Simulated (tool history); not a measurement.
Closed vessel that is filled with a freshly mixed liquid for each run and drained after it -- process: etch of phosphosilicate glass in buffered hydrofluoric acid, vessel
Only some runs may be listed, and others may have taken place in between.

run,day,temperature setpoint of the liquid (°C),parts of 40 % ammonium fluoride to one part of 49 % hydrofluoric acid (parts by volume),time in the liquid (s),thickness taken off the phosphosilicate glass on a monitor wafer (Å)
1,0,21,11.5,105,3037.8
2,0.283,23.5,11.5,105,3557.5
3,0.446,24,11.5,105,3682
4,0.558,24.5,11.5,105,3746.1
5,0.917,22.5,11.5,105,3416
6,1.117,21,11.5,105,3108.1

What will run 7 give?
7,1.383,22.5,11.5,105,?

Logged for run 7: thickness taken off the phosphosilicate glass on a monitor wafer (Å) 3339.9.
